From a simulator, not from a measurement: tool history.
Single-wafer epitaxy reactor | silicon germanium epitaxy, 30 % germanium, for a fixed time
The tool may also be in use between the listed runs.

run  hour  wafer temperature setpoint (pyrometer-controlled) (°C)  chamber pressure (mTorr)  mean film thickness on the monitor wafer (angstrom)
  1   0.0                                                     625                     24500                                               992.54
  2   1.0                                                     627                     24500                                              1023.60
  3   4.9                                                     629                     24500                                              1065.00
  4  12.3                                                     629                     22400                                              1033.20
  5  16.3                                                     621                     22400                                               890.60
  6  21.4                                                     625                     22500                                               962.29

Forecast run 7:
  7  23.5                                                     635                     22600                                                    ?

Run 7 gave mean film thickness on the monitor wafer (angstrom) 1163.60.
